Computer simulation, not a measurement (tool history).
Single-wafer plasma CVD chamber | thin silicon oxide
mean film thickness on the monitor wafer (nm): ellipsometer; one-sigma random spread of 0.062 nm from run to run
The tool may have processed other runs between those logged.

run,hour,heater temperature setpoint (K),chamber pressure (Torr),RF power (kW),deposition time (s),mean film thickness on the monitor wafer (nm)
1,0,693.15,0.827,0.37,8.15,15.917
2,7.8,693.15,0.81,0.37,8.15,15.673
3,8.7,693.15,0.81,0.37,8.15,15.623
4,10.4,693.15,0.81,0.37,8.15,15.616
5,16.3,693.15,0.796,0.37,8.15,15.414
6,24.9,693.15,0.849,0.37,8.15,16.364

Forecast run 7:
7,32.6,693.15,0.827,0.37,8.15,?

mean film thickness on the monitor wafer (nm): 15.875
